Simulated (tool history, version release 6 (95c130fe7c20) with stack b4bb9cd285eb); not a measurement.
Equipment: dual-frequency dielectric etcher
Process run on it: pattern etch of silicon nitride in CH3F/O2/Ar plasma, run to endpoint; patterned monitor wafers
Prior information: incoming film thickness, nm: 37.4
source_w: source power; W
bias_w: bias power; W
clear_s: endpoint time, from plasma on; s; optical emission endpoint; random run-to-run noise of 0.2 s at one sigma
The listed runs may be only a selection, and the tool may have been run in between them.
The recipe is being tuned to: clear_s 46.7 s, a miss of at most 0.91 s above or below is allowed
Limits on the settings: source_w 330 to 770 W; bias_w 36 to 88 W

run 1 hour=0 | source_w=550 bias_w=62 | clear_s=50.496
run 2 hour=6.1 | source_w=490 bias_w=62 | clear_s=51.462
run 3 hour=8.5 | source_w=440 bias_w=62 | clear_s=53.21
run 4 hour=16.5 | source_w=470 bias_w=63 | clear_s=51.611
run 5 hour=17.8 | source_w=410 bias_w=63 | clear_s=53.487
run 6 hour=21.3 | source_w=440 bias_w=64 | clear_s=52.465
run 7 hour=29.3 | source_w=470 bias_w=65 | clear_s=51.032
run 8 hour=32.6 | source_w=490 bias_w=66 | clear_s=50.612
run 9 hour=36.4 | source_w=510 bias_w=67 | clear_s=49.886
run 10 hour=37.2 | source_w=530 bias_w=68 | clear_s=48.771

Consider the 5 candidate settings below. Which is the only one whose results all fall within their allowed miss of target?
run A hour=38 | source_w=600 bias_w=72 | clear_s=?
run B hour=38 | source_w=580 bias_w=85 | clear_s=?
run C hour=38 | source_w=410 bias_w=71 | clear_s=?
run D hour=38 | source_w=660 bias_w=76 | clear_s=?
run E hour=38 | source_w=460 bias_w=68 | clear_s=?

move=A clear_s=46.763
move=B clear_s=44.59
move=C clear_s=51.189
move=D clear_s=44.866
move=E clear_s=50.669
A: all results land within tolerance of their targets
B: carries the result that was furthest off beyond its target, to the other side
C: the biggest miss grows against the last run
D: carries the result that was furthest off beyond its target, to the other side
E: the biggest miss grows against the last run
Answer: A

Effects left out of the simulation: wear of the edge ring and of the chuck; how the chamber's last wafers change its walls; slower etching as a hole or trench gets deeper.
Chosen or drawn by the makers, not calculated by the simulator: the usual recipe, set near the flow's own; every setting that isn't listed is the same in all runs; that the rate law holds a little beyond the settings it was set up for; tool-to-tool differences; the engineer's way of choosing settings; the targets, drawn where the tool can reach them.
